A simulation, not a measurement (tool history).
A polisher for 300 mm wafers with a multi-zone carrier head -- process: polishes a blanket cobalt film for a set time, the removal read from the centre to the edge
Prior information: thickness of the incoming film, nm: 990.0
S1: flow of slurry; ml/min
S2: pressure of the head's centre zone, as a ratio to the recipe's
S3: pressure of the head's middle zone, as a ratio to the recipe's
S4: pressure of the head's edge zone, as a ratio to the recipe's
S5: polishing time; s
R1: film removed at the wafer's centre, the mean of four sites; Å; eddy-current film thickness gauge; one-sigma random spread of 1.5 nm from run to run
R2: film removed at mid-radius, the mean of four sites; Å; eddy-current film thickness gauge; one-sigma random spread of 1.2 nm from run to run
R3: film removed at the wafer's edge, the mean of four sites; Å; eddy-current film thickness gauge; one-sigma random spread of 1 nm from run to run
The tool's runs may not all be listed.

run  hour   S1    S2    S3    S4  S5      R1      R2      R3
  1   0.0  195  1.00  1.00  1.00  35  1542.4  1553.0  1619.1
  2   6.8  195  1.00  1.00  1.08  35  1601.7  1569.8  1667.9
  3  13.3  195  1.03  1.00  1.08  35  1613.5  1589.2  1651.9
  4  19.6  195  1.03  1.00  1.13  35  1610.2  1559.5  1704.9
  5  20.8  195  1.03  1.03  1.13  35  1613.4  1600.8  1703.5
  6  27.0  195  1.03  1.09  1.13  35  1584.2  1671.4  1677.2
  7  35.8  140  0.93  0.99  1.14  29  1134.3  1229.0  1344.5
  8  44.6  145  0.91  0.95  1.15  30  1155.1  1228.8  1409.1
  9  50.6  145  0.90  0.93  1.16  30  1131.9  1223.8  1436.4

Expected results for the next run?
 10  57.0  145  0.90  0.91  1.17  30   ?   ?   ?

R1: 1165.5 Å
R2: 1174.3 Å
R3: 1421.8 Å
